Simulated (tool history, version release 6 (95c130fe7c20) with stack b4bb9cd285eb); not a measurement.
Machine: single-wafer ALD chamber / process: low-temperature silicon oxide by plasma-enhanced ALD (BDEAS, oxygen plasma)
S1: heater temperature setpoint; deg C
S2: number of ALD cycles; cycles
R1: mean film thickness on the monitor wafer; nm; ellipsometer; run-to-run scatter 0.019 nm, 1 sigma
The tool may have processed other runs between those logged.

run 1 hour=0 | S1=90 S2=24 | R1=3.5576
run 2 hour=2.4 | S1=90 S2=27 | R1=4.0031
run 3 hour=4.8 | S1=90 S2=25 | R1=3.6935
run 4 hour=8.3 | S1=86 S2=25 | R1=3.7292
run 5 hour=10.3 | S1=95 S2=25 | R1=3.6303
run 6 hour=15.7 | S1=91 S2=25 | R1=3.6984
run 7 hour=24.2 | S1=88 S2=25 | R1=3.7368
run 8 hour=31.7 | S1=84 S2=25 | R1=3.7591
run 9 hour=38.7 | S1=82 S2=25 | R1=3.8396
run 10 hour=39.4 | S1=79 S2=25 | R1=3.8668
run 11 hour=46.6 | S1=77 S2=25 | R1=3.862
run 12 hour=48.6 | S1=75 S2=25 | R1=3.8805
run 13 hour=57.5 | S1=74 S2=25 | R1=3.9001
run 14 hour=59.3 | S1=73 S2=25 | R1=3.9087
run 15 hour=68.2 | S1=72 S2=25 | R1=3.8967
run 16 hour=70.5 | S1=71 S2=25 | R1=3.9248

What does the tool deliver on the next run?
run 17 hour=73.9 | S1=70 S2=25 | R1=?

{"run 17": {"R1": 3.9328}}
